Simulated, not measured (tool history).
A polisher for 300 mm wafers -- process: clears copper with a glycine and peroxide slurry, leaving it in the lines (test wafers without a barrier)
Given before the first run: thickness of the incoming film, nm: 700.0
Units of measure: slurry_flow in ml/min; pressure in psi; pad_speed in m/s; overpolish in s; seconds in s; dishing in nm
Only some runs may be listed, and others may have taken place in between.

run 1 hour=0 | slurry_flow=205 pressure=2.8 pad_speed=1.2 overpolish=14 | seconds=101.9 dishing=50.698
run 2 hour=1 | slurry_flow=205 pressure=3.1 pad_speed=1.2 overpolish=15 | seconds=93.312 dishing=55.974
run 3 hour=7.8 | slurry_flow=205 pressure=3.3 pad_speed=1.2 overpolish=16 | seconds=90.109 dishing=59.892
run 4 hour=15.2 | slurry_flow=205 pressure=3.3 pad_speed=0.98 overpolish=16 | seconds=97.05 dishing=56.494
run 5 hour=20.9 | slurry_flow=235 pressure=3.3 pad_speed=0.98 overpolish=16 | seconds=98.989 dishing=57.503
run 6 hour=22.6 | slurry_flow=235 pressure=3.3 pad_speed=0.76 overpolish=16 | seconds=109.84 dishing=54.663
run 7 hour=29 | slurry_flow=235 pressure=3.5 pad_speed=0.84 overpolish=17 | seconds=101.09 dishing=60.427

Expected results for the next run?
run 8 hour=34 | slurry_flow=235 pressure=3.7 pad_speed=0.92 overpolish=17 | seconds=? dishing=?

Run 8 measured seconds 90.622 s, dishing 63.383 nm.

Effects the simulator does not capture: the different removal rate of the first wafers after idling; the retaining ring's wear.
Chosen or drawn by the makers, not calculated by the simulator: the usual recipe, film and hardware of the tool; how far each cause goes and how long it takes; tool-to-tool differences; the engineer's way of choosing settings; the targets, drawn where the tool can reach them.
